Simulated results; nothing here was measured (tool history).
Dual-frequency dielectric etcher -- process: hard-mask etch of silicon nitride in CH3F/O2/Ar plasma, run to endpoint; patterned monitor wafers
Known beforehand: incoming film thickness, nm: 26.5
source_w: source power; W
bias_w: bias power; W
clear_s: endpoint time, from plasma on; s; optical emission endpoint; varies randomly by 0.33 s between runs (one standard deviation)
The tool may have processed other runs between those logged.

run	day	source_w	bias_w	clear_s
1	0	350	62	39.745
2	0.333	350	69	37.293
3	0.396	320	69	38.374
4	0.667	270	69	40.989
5	0.783	290	69	40.259
6	0.962	230	69	43.858
7	1.271	220	67	45.338

For run 8, what comes out?
8	1.571	220	66	?

clear_s: 45.634 s
